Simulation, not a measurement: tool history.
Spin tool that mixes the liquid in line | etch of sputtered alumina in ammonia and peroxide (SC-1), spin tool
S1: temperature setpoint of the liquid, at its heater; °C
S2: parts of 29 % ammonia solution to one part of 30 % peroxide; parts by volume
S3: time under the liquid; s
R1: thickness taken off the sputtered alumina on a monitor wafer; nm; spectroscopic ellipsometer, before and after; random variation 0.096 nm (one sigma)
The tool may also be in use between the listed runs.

run 1 hour=0 | S1=56 S2=0.95 S3=295 | R1=25.702
run 2 hour=5 | S1=56 S2=0.95 S3=315 | R1=27.064
run 3 hour=12.8 | S1=56 S2=0.95 S3=295 | R1=25.427
run 4 hour=16.9 | S1=58.5 S2=0.95 S3=295 | R1=28.704
run 5 hour=18.4 | S1=58.5 S2=0.95 S3=295 | R1=28.671
run 6 hour=22.9 | S1=58.5 S2=0.8 S3=295 | R1=28.48
run 7 hour=28.8 | S1=55.5 S2=0.8 S3=295 | R1=24.27
run 8 hour=32.9 | S1=53 S2=0.8 S3=295 | R1=21.157

Run 9 comes next. What will it give?
run 9 hour=33.6 | S1=51 S2=0.8 S3=295 | R1=?

R1: 19.213 nm
